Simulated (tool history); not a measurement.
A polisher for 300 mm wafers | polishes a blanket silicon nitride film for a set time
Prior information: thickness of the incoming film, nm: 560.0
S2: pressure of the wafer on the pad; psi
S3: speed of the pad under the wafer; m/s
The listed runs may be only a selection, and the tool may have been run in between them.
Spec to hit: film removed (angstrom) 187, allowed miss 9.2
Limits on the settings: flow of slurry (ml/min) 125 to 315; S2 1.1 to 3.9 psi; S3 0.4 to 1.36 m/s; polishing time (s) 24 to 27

run 1 hour=0 | flow_of_slurry_(ml/min)=205 S2=2.5 S3=0.88 polishing_time_(s)=27 | film_removed_(angstrom)=288.32
run 2 hour=6.5 | flow_of_slurry_(ml/min)=205 S2=2.3 S3=0.88 polishing_time_(s)=27 | film_removed_(angstrom)=263.17
run 3 hour=7.9 | flow_of_slurry_(ml/min)=205 S2=2.3 S3=1.04 polishing_time_(s)=27 | film_removed_(angstrom)=292.01
run 4 hour=16.1 | flow_of_slurry_(ml/min)=205 S2=2.8 S3=1.04 polishing_time_(s)=27 | film_removed_(angstrom)=364.45
run 5 hour=18.3 | flow_of_slurry_(ml/min)=180 S2=2.8 S3=1.04 polishing_time_(s)=27 | film_removed_(angstrom)=346.41
run 6 hour=20.4 | flow_of_slurry_(ml/min)=180 S2=3.1 S3=1.04 polishing_time_(s)=27 | film_removed_(angstrom)=395.48
run 7 hour=28.4 | flow_of_slurry_(ml/min)=175 S2=2.7 S3=1.02 polishing_time_(s)=27 | film_removed_(angstrom)=331.76
run 8 hour=31.5 | flow_of_slurry_(ml/min)=175 S2=2.4 S3=1 polishing_time_(s)=27 | film_removed_(angstrom)=291.57
run 9 hour=40.3 | flow_of_slurry_(ml/min)=175 S2=2.2 S3=0.98 polishing_time_(s)=27 | film_removed_(angstrom)=274.47
run 10 hour=48.2 | flow_of_slurry_(ml/min)=175 S2=2 S3=0.96 polishing_time_(s)=27 | film_removed_(angstrom)=236.49
run 11 hour=49.4 | flow_of_slurry_(ml/min)=175 S2=1.9 S3=0.96 polishing_time_(s)=27 | film_removed_(angstrom)=228.68
run 12 hour=51.8 | flow_of_slurry_(ml/min)=175 S2=1.8 S3=0.96 polishing_time_(s)=27 | film_removed_(angstrom)=219.36
run 13 hour=54.1 | flow_of_slurry_(ml/min)=175 S2=1.7 S3=0.96 polishing_time_(s)=27 | film_removed_(angstrom)=209.32

Consider the 5 candidate settings below. Which is the only one whose results all fall within their allowed miss of target?
run A hour=56.4 | flow_of_slurry_(ml/min)=125 S2=1.8 S3=0.84 polishing_time_(s)=24 | film_removed_(angstrom)=?
run B hour=56.4 | flow_of_slurry_(ml/min)=175 S2=1.7 S3=0.98 polishing_time_(s)=27 | film_removed_(angstrom)=?
run C hour=56.4 | flow_of_slurry_(ml/min)=205 S2=1.7 S3=0.94 polishing_time_(s)=24 | film_removed_(angstrom)=?
run D hour=56.4 | flow_of_slurry_(ml/min)=160 S2=1.8 S3=1.08 polishing_time_(s)=25 | film_removed_(angstrom)=?
run E hour=56.4 | flow_of_slurry_(ml/min)=190 S2=1.6 S3=1.06 polishing_time_(s)=27 | film_removed_(angstrom)=?

move=A film_removed_(angstrom)=164.58
move=B film_removed_(angstrom)=210.53
move=C film_removed_(angstrom)=185.9
move=D film_removed_(angstrom)=217.34
move=E film_removed_(angstrom)=213.85
A: moves the result that the last run missed by most past its target, out the other side
B: its largest miss is bigger than the last run's
C: every result within its allowed miss
D: its largest miss is bigger than the last run's
E: its largest miss is bigger than the last run's
Answer: C
